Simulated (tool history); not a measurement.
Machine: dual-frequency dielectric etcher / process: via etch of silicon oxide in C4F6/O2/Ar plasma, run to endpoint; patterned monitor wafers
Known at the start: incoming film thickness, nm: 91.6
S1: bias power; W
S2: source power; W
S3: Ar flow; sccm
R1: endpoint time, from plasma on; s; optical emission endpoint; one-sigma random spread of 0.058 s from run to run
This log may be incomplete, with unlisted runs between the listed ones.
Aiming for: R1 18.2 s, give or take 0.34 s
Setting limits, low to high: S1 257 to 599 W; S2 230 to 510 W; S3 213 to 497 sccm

run	hour	S1	S2	S3	R1
1	0	428	370	355	21.512
2	2.9	443	370	354	21.163
3	5.5	457	370	353	20.824
4	14.4	457	370	393	21.018
5	19.6	457	370	358	20.945
6	22.2	470	370	358	20.657
7	24.8	482	370	358	20.331
8	30.9	492	370	358	20.053
9	33.9	500	370	358	19.927
10	39.4	508	370	358	19.717
11	44.5	515	370	358	19.629

Of the 5 settings listed for the next run, only one would bring every result within its allowed miss of target. Which one?
A	49.6	536	380	355	?
B	49.6	452	340	358	?
C	49.6	572	390	335	?
D	49.6	453	330	366	?
E	49.6	481	290	352	?

move	R1
A	19.001
B	21.415
C	18.161
D	21.602
E	21.563
A: an improvement on the last run, though not all results are within tolerance
B: lands further from the targets than the last run did
C: all results in spec
D: lands further from the targets than the last run did
E: lands further from the targets than the last run did
C meets every target.
